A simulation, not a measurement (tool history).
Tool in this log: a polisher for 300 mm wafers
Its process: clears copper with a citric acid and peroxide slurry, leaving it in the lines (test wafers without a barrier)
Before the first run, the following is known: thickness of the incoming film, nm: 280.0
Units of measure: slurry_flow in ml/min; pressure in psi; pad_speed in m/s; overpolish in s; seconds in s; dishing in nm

{"run": 1, "day": 0.0, "slurry_flow": 140, "pressure": 3.2, "pad_speed": 1.14, "slurry_solids": 1, "overpolish": 16, "seconds": 103.83, "dishing": 28.137}
{"run": 2, "day": 0.288, "slurry_flow": 140, "pressure": 3.5, "pad_speed": 1.14, "slurry_solids": 1, "overpolish": 16, "seconds": 93.708, "dishing": 30.996}
{"run": 3, "day": 0.596, "slurry_flow": 155, "pressure": 3.5, "pad_speed": 1.14, "slurry_solids": 1, "overpolish": 16, "seconds": 91.742, "dishing": 32.055}
{"run": 4, "day": 0.829, "slurry_flow": 160, "pressure": 3.1, "pad_speed": 1.12, "slurry_solids": 1, "overpolish": 14, "seconds": 106.42, "dishing": 24.685}
{"run": 5, "day": 1.15, "slurry_flow": 160, "pressure": 2.8, "pad_speed": 1.12, "slurry_solids": 1, "overpolish": 12, "seconds": 113.1, "dishing": 20.2}
{"run": 6, "day": 1.508, "slurry_flow": 160, "pressure": 2.8, "pad_speed": 1.12, "slurry_solids": 0.8, "overpolish": 12, "seconds": 124.04, "dishing": 18.35}
{"run": 7, "day": 1.679, "slurry_flow": 160, "pressure": 2.6, "pad_speed": 1.12, "slurry_solids": 0.8, "overpolish": 11, "seconds": 135.45, "dishing": 16.174}
{"run": 8, "day": 1.762, "slurry_flow": 160, "pressure": 2.5, "pad_speed": 1.12, "slurry_solids": 0.8, "overpolish": 10, "seconds": 141.29, "dishing": 13.991}
{"run": 9, "day": 1.912, "slurry_flow": 155, "pressure": 2.4, "pad_speed": 1.12, "slurry_solids": 0.8, "overpolish": 10, "seconds": 138.9, "dishing": 13.533}

Predict the results of run 10:
{"run": 10, "day": 2.062, "slurry_flow": 150, "pressure": 2.3, "pad_speed": 1.12, "slurry_solids": 0.8, "overpolish": 10, "seconds": "?", "dishing": "?"}

seconds: 152.35 s
dishing: 12.776 nm

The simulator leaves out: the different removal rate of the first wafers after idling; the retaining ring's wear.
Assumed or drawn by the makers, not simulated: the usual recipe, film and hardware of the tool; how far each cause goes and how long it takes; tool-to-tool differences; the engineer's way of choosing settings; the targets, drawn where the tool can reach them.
